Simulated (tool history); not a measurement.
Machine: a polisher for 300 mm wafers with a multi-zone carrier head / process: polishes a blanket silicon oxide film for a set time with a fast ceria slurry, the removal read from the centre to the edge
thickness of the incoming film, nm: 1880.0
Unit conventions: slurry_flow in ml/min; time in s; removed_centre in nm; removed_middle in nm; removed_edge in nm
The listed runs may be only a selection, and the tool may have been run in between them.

{"run": 1, "hour": 0.0, "slurry_flow": 305, "centre_zone": 1.0, "middle_zone": 1.0, "edge_zone": 1.0, "time": 55, "removed_centre": 548.89, "removed_middle": 539.58, "removed_edge": 577.54}
{"run": 2, "hour": 4.6, "slurry_flow": 305, "centre_zone": 0.98, "middle_zone": 0.98, "edge_zone": 0.97, "time": 52, "removed_centre": 515.15, "removed_middle": 498.4, "removed_edge": 523.79}
{"run": 3, "hour": 11.2, "slurry_flow": 260, "centre_zone": 0.98, "middle_zone": 0.98, "edge_zone": 0.97, "time": 52, "removed_centre": 507.42, "removed_middle": 489.63, "removed_edge": 521.43}
{"run": 4, "hour": 11.7, "slurry_flow": 260, "centre_zone": 0.98, "middle_zone": 0.98, "edge_zone": 0.97, "time": 63, "removed_centre": 612.09, "removed_middle": 595.19, "removed_edge": 633.06}
{"run": 5, "hour": 19.9, "slurry_flow": 255, "centre_zone": 0.95, "middle_zone": 0.96, "edge_zone": 0.95, "time": 59, "removed_centre": 559.42, "removed_middle": 546.61, "removed_edge": 587.37}
{"run": 6, "hour": 25.6, "slurry_flow": 325, "centre_zone": 0.95, "middle_zone": 0.96, "edge_zone": 0.95, "time": 59, "removed_centre": 568.71, "removed_middle": 561.05, "removed_edge": 582.51}
{"run": 7, "hour": 30.3, "slurry_flow": 315, "centre_zone": 0.92, "middle_zone": 0.94, "edge_zone": 0.93, "time": 56, "removed_centre": 522.92, "removed_middle": 517.5, "removed_edge": 567.65}
{"run": 8, "hour": 33.8, "slurry_flow": 315, "centre_zone": 0.92, "middle_zone": 0.94, "edge_zone": 0.91, "time": 52, "removed_centre": 487.24, "removed_middle": 480.59, "removed_edge": 516.83}
{"run": 9, "hour": 37.9, "slurry_flow": 320, "centre_zone": 0.91, "middle_zone": 0.94, "edge_zone": 0.89, "time": 49, "removed_centre": 454.96, "removed_middle": 453.28, "removed_edge": 472.77}
{"run": 10, "hour": 41.3, "slurry_flow": 315, "centre_zone": 0.9, "middle_zone": 0.93, "edge_zone": 0.87, "time": 48, "removed_centre": 439.02, "removed_middle": 444.9, "removed_edge": 473.97}

What does the tool deliver on the next run?
{"run": 11, "hour": 42.9, "slurry_flow": 340, "centre_zone": 0.93, "middle_zone": 0.93, "edge_zone": 0.87, "time": 38, "removed_centre": "?", "removed_middle": "?", "removed_edge": "?"}

{"run 11": {"removed_centre": 361.58, "removed_middle": 349.59, "removed_edge": 366.34}}
